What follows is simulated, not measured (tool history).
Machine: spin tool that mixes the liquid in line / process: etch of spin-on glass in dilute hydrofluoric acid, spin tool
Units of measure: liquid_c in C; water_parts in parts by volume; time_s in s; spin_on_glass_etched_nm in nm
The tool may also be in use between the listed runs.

run    day  liquid_c  water_parts  time_s  spin_on_glass_etched_nm
  1      0        25          180     305                   55.918
  2  0.092        26          180     305                   57.998
  3  0.112        26          180     305                   58.075
  4  0.271        26          125     305                   89.566
  5  0.425        24          125     305                   83.142
  6  0.688        24          100     305                   106.37
  7  0.762      22.5          110     305                   90.138

Run 8, settings as shown, results not yet in. Your forecast:
  8  0.8      22.5          110     305                        ?

spin_on_glass_etched_nm: 89.819 nm

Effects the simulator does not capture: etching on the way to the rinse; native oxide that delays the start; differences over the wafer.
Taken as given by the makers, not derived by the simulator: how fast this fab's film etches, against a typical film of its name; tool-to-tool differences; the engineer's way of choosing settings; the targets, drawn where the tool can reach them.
